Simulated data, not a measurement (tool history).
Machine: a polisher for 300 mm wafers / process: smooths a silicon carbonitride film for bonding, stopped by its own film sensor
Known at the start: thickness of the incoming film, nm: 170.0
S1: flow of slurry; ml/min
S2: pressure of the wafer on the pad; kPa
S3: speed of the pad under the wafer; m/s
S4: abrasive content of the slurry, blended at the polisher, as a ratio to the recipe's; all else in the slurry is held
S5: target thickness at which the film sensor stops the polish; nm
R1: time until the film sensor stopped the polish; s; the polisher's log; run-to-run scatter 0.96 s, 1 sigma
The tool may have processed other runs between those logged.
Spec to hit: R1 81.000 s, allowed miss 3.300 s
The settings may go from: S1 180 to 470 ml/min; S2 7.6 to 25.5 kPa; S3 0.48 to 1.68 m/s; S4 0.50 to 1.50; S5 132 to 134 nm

run	hour	S1	S2	S3	S4	S5	R1
1	0.0	300	16.5	1.08	1.00	134	127.760
2	6.6	300	16.5	1.08	1.00	134	127.470
3	14.2	300	18.6	1.10	1.00	134	115.140
4	19.9	300	20.7	1.12	1.00	134	100.200
5	26.3	370	20.7	1.12	1.00	134	101.010
6	34.2	370	22.1	1.12	1.00	134	92.961
7	42.0	370	22.8	1.12	1.00	134	90.869
8	50.3	370	23.4	1.12	1.00	134	88.068
9	55.4	370	24.1	1.12	1.00	134	85.579

Of the 5 settings listed for the next run, only one would bring every result within its allowed miss of target. Which one?
A	60.5	355	25.5	1.02	0.95	134	?
B	60.5	375	25.5	1.24	0.90	132	?
C	60.5	375	23.4	1.10	1.05	133	?
D	60.5	415	24.8	1.04	1.05	132	?
E	60.5	330	23.4	1.16	0.90	133	?

move	R1
A	88.421
B	81.638
C	88.320
D	89.079
E	91.995
A: lands further from the targets than the last run did
B: all results land within tolerance of their targets
C: lands further from the targets than the last run did
D: lands further from the targets than the last run did
E: lands further from the targets than the last run did
So the answer is move B, the one that meets all the targets.
